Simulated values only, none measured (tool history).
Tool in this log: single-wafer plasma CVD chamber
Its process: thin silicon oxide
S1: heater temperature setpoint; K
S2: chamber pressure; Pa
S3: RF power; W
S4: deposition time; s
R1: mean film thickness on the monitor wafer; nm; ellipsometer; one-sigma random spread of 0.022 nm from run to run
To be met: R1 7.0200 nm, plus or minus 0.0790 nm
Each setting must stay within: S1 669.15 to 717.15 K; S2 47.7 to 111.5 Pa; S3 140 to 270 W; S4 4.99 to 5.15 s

run  hour      S1    S2   S3    S4      R1
  1   0.0  693.15  79.6  205  4.99  5.8420
  2   1.3  693.15  79.6  205  4.99  5.8288
  3   7.9  693.15  79.6  230  4.99  6.1726
  4  16.6  693.15  81.2  230  4.99  6.2367
  5  19.8  699.15  81.2  230  4.99  6.1671
  6  27.0  696.15  82.1  230  4.99  6.2749
  7  32.8  693.15  83.1  230  4.99  6.3521
  8  33.5  693.15  91.7  230  4.99  6.8633

Of the 5 settings listed for the next run, only one would bring every result within its allowed miss of target. Which one?
  A  34.2  697.15   81.1  270  5.15   ?
  B  34.2  688.15   91.5  230  4.99   ?
  C  34.2  702.15   95.2  225  5.15   ?
  D  34.2  682.15  100.3  220  5.01   ?
  E  34.2  686.15   93.2  215  5.15   ?

move      R1
   A  6.8721
   B  6.8891
   C  7.2131
   D  7.3299
   E  7.0225
A: nearer than the last run, and not there yet
B: nearer than the last run, and not there yet
C: pushes the last run's worst result past its target
D: pushes the last run's worst result past its target
E: meets every target
So the answer is move E, the one that meets all the targets.

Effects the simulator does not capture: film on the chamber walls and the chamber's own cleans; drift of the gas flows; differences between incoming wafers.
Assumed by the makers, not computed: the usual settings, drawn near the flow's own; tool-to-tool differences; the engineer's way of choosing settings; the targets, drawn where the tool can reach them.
